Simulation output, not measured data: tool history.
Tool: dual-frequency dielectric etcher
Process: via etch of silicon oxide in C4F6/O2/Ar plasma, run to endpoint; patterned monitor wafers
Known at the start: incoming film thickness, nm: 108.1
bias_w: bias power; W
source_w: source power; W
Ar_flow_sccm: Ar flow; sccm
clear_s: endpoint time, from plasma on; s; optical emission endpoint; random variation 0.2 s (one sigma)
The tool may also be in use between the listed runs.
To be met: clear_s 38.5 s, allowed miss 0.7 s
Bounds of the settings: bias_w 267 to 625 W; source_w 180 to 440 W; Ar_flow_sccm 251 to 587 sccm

{"run": 1, "hour": 0.0, "bias_w": 446, "source_w": 310, "Ar_flow_sccm": 419, "clear_s": 32.146}
{"run": 2, "hour": 2.3, "bias_w": 507, "source_w": 310, "Ar_flow_sccm": 419, "clear_s": 30.442}
{"run": 3, "hour": 5.3, "bias_w": 471, "source_w": 300, "Ar_flow_sccm": 421, "clear_s": 31.799}
{"run": 4, "hour": 8.9, "bias_w": 471, "source_w": 300, "Ar_flow_sccm": 385, "clear_s": 31.69}
{"run": 5, "hour": 17.7, "bias_w": 471, "source_w": 320, "Ar_flow_sccm": 385, "clear_s": 30.986}
{"run": 6, "hour": 22.3, "bias_w": 471, "source_w": 320, "Ar_flow_sccm": 348, "clear_s": 30.521}
{"run": 7, "hour": 29.7, "bias_w": 440, "source_w": 310, "Ar_flow_sccm": 351, "clear_s": 31.493}
{"run": 8, "hour": 33.4, "bias_w": 350, "source_w": 250, "Ar_flow_sccm": 382, "clear_s": 36.435}
{"run": 9, "hour": 40.1, "bias_w": 340, "source_w": 250, "Ar_flow_sccm": 382, "clear_s": 36.782}
{"run": 10, "hour": 41.9, "bias_w": 332, "source_w": 250, "Ar_flow_sccm": 382, "clear_s": 37.442}
{"run": 11, "hour": 48.9, "bias_w": 327, "source_w": 250, "Ar_flow_sccm": 382, "clear_s": 37.365}
{"run": 12, "hour": 53.1, "bias_w": 322, "source_w": 250, "Ar_flow_sccm": 382, "clear_s": 37.376}
{"run": 13, "hour": 61.7, "bias_w": 322, "source_w": 250, "Ar_flow_sccm": 382, "clear_s": 37.682}

4 next moves are on the table. One of them brings every result within its allowed miss. Which?
{"run": "A", "hour": 70.3, "bias_w": 267, "source_w": 260, "Ar_flow_sccm": 476, "clear_s": "?"}
{"run": "B", "hour": 70.3, "bias_w": 286, "source_w": 220, "Ar_flow_sccm": 412, "clear_s": "?"}
{"run": "C", "hour": 70.3, "bias_w": 267, "source_w": 320, "Ar_flow_sccm": 364, "clear_s": "?"}
{"run": "D", "hour": 70.3, "bias_w": 346, "source_w": 220, "Ar_flow_sccm": 446, "clear_s": "?"}

move=A clear_s=40.273
move=B clear_s=40.858
move=C clear_s=36.865
move=D clear_s=38.854
A: takes the result that was furthest off past its target
B: takes the result that was furthest off past its target
C: further off than the last run
D: meets every target
Answer: D
